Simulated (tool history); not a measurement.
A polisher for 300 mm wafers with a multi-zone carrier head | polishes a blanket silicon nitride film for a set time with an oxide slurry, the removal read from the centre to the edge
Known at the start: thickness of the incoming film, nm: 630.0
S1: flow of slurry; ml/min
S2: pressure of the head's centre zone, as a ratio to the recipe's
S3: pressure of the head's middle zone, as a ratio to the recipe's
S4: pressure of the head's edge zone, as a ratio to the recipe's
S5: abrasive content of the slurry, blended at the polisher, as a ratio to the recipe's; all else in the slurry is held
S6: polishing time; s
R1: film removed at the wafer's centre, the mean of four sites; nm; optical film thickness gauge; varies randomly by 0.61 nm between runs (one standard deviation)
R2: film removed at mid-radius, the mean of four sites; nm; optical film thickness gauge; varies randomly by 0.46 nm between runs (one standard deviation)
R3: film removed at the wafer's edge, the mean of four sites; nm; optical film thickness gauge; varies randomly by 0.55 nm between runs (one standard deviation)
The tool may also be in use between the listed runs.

| run | hour | S1 | S2 | S3 | S4 | S5 | S6 | R1 | R2 | R3 |
|---|---|---|---|---|---|---|---|---|---|---|
| 1 | 0 | 300 | 1 | 1 | 1 | 1 | 35 | 40.466 | 36.614 | 36.958 |
| 2 | 7.2 | 300 | 0.96 | 1.02 | 1.05 | 1.15 | 35 | 41.258 | 39.331 | 40.941 |
| 3 | 13.2 | 300 | 1.02 | 1.02 | 1.05 | 1.15 | 35 | 44.049 | 39.907 | 39.988 |
| 4 | 15.3 | 300 | 1.02 | 1.02 | 1.1 | 1.15 | 35 | 44.157 | 40.215 | 41.572 |
| 5 | 20.5 | 305 | 0.98 | 1.05 | 1.13 | 1.25 | 35 | 45.387 | 43.036 | 43.235 |
| 6 | 23.6 | 305 | 0.98 | 0.97 | 1.13 | 1.25 | 35 | 43.083 | 40.41 | 44.699 |

For run 7, what comes out?
| 7 | 26.2 | 310 | 0.94 | 1 | 1.15 | 1.35 | 35 | ? | ? | ? |

For run 7 the tool returned R1 42.87 nm, R2 43.521 nm, R3 46.318 nm.
